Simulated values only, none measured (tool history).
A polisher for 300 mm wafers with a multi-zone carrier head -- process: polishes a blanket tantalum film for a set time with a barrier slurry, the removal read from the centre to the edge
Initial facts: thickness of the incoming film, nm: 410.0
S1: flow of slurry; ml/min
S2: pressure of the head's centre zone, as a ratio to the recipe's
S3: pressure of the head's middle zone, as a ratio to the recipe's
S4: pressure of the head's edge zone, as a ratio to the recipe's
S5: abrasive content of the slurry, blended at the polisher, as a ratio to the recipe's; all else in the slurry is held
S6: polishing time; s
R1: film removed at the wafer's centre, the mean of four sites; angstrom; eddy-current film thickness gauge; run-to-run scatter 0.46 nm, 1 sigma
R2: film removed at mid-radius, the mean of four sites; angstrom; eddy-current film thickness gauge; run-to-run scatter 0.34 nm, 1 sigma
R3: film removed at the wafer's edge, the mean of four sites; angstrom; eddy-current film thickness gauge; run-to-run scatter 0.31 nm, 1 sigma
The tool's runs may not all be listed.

run	hour	S1	S2	S3	S4	S5	S6	R1	R2	R3
1	0	170	1	1	1	1	53	739.68	749.26	759.63
2	8.7	170	1	1	1	1	64	891.67	897.93	903.99
3	16.8	170	1	0.97	1	1	64	912.97	872.23	900.16
4	23.9	170	1	0.97	1	1	69	964.18	930.87	975.85
5	25.9	170	1	0.97	1.05	1	69	947.2	947.52	1002.2
6	33.3	165	0.98	0.98	1.02	0.9	64	829.96	832.35	871.91
7	34.4	160	0.96	0.99	0.99	0.85	60	749.65	758.4	783.65
8	36.3	155	0.94	1	0.97	0.8	57	663.14	710.64	711.53
9	40.6	150	0.93	1	0.95	0.75	55	604.25	659.64	658.83
10	43.9	150	0.93	1	0.93	0.7	53	569.14	604.1	598.42
11	47.1	150	0.92	1	0.91	0.65	52	525.02	567.18	552.93
12	55.9	155	0.91	0.99	0.9	0.65	51	512.08	560.84	548.1
13	58.8	155	0.91	0.99	0.89	0.65	50	498.01	546.14	525.82
14	62.7	160	0.9	0.98	0.88	0.65	50	493.87	544.85	531.89
15	68.3	155	0.9	0.98	0.87	0.65	50	493.65	539.99	529.52
16	71.4	155	0.9	0.98	0.86	0.65	49	479.7	536.65	508.58
17	80	150	0.9	0.97	0.85	0.65	49	482.64	518.74	513.06
18	87.1	150	0.9	0.97	0.85	0.65	48	475.11	504.29	494.33
19	90.9	145	0.9	0.97	0.84	0.65	48	457.87	501.34	497.27
20	94.2	160	0.9	1	0.81	0.5	42	338.95	362.97	339.03
21	100.3	180	0.97	1.1	0.91	0.6	42	438.53	480.52	432.2
22	104.6	145	0.94	1.08	0.99	0.55	42	378.02	423.49	405.6

Run 23 is up next; what results do you expect?
23	110	190	0.95	1.08	1	0.6	42	?	?	?

R1: 431.27 angstrom
R2: 477.92 angstrom
R3: 451.49 angstrom

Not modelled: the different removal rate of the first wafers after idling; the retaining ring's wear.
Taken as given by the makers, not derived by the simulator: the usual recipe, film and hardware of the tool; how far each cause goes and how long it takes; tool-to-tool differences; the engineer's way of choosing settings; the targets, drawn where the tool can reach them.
